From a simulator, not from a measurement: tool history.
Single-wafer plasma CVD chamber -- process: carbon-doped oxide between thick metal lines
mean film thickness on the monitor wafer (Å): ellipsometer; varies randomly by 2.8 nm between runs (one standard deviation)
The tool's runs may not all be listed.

run	hour	heater temperature setpoint (K)	chamber pressure (mTorr)	RF power (W)	deposition time (s)	mean film thickness on the monitor wafer (Å)
1	0.0	633.15	6910	470	188	8554.9
2	2.3	631.15	7110	485	188	8844.4
3	10.3	631.15	7110	485	179	8415.2
4	19.3	631.15	7110	425	179	7470.8
5	23.0	631.15	7140	450	179	7876.8
6	31.7	631.15	7170	470	179	8249.6
7	38.4	631.15	7170	470	179	8195.1
8	43.7	631.15	7200	490	179	8439.8
9	44.3	630.15	7200	505	179	8713.1

Expected results for the next run?
10	49.7	630.15	7210	520	179	?

mean film thickness on the monitor wafer (Å): 8952.0
